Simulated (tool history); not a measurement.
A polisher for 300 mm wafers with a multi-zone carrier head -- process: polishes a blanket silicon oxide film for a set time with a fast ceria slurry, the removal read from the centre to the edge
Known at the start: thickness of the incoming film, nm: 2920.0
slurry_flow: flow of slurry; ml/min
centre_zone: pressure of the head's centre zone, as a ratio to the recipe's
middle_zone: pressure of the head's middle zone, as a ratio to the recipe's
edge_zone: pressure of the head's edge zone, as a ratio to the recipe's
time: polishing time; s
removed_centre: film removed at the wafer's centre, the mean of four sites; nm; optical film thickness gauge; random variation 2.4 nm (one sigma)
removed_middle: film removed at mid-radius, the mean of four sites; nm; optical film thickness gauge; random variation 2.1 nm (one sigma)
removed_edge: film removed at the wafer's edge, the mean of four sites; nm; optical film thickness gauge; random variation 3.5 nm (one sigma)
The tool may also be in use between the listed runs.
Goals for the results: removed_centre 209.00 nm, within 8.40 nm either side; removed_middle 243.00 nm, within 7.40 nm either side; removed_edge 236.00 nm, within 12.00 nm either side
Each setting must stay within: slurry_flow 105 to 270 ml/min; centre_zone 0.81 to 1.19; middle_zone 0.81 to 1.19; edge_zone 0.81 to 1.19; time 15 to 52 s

run    day  slurry_flow  centre_zone  middle_zone  edge_zone  time  removed_centre  removed_middle  removed_edge
  1  0.000          175         1.00         1.00       1.00    33          379.71          379.35        380.45
  2  0.325          170         0.97         0.99       0.98    31          341.54          352.53        357.40
  3  0.450          170         0.96         0.99       0.96    29          320.16          329.27        316.01
  4  0.729          160         0.93         0.98       0.96    28          294.52          310.19        310.24
  5  0.912          160         0.93         1.02       0.96    28          296.56          324.35        316.81
  6  1.108          155         0.91         1.01       0.94    27          276.80          307.78        289.02
  7  1.200          115         0.81         0.91       0.98    23          199.86          227.33        245.56
  8  1.233          120         0.81         0.92       0.97    23          200.78          230.98        250.44
  9  1.421          125         0.82         0.93       0.95    23          204.80          231.83        245.06

Of the 5 settings listed for the next run, only one would bring every result within its allowed miss of target. Which one?
  A  1.608          110         0.81         0.84       1.04    25               ?               ?             ?
  B  1.608          125         0.81         0.85       1.07    22               ?               ?             ?
  C  1.608          220         0.85         1.02       1.00    20               ?               ?             ?
  D  1.608          105         0.87         1.15       0.87    23               ?               ?             ?
  E  1.608          105         0.87         0.91       0.97    26               ?               ?             ?

move  removed_centre  removed_middle  removed_edge
   A          213.08          229.28        267.54
   B          195.70          211.06        244.96
   C          209.35          242.40        232.92
   D          203.93          257.72        223.20
   E          230.21          247.57        266.06
A: the biggest miss grows against the last run
B: the biggest miss grows against the last run
C: hits every target within its allowed miss
D: pushes the last run's worst result past its target
E: meets the target for the result that was furthest off, but another lies outside its allowed miss
Answer: C
